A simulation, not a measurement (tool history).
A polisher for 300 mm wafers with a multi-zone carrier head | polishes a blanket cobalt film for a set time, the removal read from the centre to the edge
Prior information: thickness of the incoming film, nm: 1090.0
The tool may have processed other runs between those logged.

run,hour,flow of slurry (ml/min),pressure of the head's centre zone,pressure of the head's middle zone,pressure of the head's edge zone,polishing time (s),film removed at the wafer's centre (Å),film removed at mid-radius (Å),film removed at the wafer's edge (Å)
1,0.0,290,1.00,1.00,1.00,72,3142.6,3100.8,3131.3
2,4.9,290,0.99,0.98,0.99,67,2902.1,2884.9,2968.4
3,6.4,290,0.99,0.98,0.99,54,2314.0,2279.6,2364.5
4,7.4,290,0.99,0.98,0.99,36,1560.3,1535.0,1573.2
5,10.1,290,1.03,0.98,0.99,36,1595.9,1534.1,1569.9
6,16.6,295,1.03,0.97,1.00,36,1587.3,1580.9,1568.6

Expected results for the next run?
7,17.2,285,1.02,0.96,0.99,37,?,?,?

Run 7 came out at film removed at the wafer's centre (Å) 1640.7, film removed at mid-radius (Å) 1578.8, film removed at the wafer's edge (Å) 1619.2.
